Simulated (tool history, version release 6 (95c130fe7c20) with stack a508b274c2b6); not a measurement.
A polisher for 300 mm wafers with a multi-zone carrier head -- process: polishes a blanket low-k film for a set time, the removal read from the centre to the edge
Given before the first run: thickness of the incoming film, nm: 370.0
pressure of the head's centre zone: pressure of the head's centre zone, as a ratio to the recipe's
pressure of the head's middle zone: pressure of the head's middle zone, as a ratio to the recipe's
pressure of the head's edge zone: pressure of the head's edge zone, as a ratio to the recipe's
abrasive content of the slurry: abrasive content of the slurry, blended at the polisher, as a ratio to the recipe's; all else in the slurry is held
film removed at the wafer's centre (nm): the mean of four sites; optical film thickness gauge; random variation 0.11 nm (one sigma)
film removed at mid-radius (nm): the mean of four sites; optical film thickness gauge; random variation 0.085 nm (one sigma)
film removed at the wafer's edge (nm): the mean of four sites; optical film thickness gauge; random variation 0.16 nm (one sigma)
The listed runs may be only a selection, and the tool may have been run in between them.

run,hour,flow of slurry (ml/min),pressure of the head's centre zone,pressure of the head's middle zone,pressure of the head's edge zone,abrasive content of the slurry,polishing time (s),film removed at the wafer's centre (nm),film removed at mid-radius (nm),film removed at the wafer's edge (nm)
1,0.0,295,1.00,1.00,1.00,1.00,53,17.182,17.433,17.145
2,5.4,295,1.00,1.00,1.00,1.15,53,18.381,18.210,17.458
3,13.1,305,1.03,0.98,0.95,0.95,50,16.879,16.176,15.634
4,17.3,305,1.03,0.98,0.95,0.95,55,18.082,17.378,16.946
5,21.1,305,1.03,0.98,0.95,0.95,48,15.766,15.175,14.740
6,25.0,305,1.03,0.98,0.91,0.95,48,15.766,15.158,14.577
7,27.2,310,1.04,0.96,0.88,0.85,47,14.922,14.283,13.347
8,34.8,295,1.03,0.91,0.87,0.80,47,14.586,13.529,13.330

Forecast run 9:
9,35.7,295,1.03,0.89,0.86,0.75,47,?,?,?

Run 9 produced film removed at the wafer's centre (nm) 14.215, film removed at mid-radius (nm) 13.087, film removed at the wafer's edge (nm) 12.874.
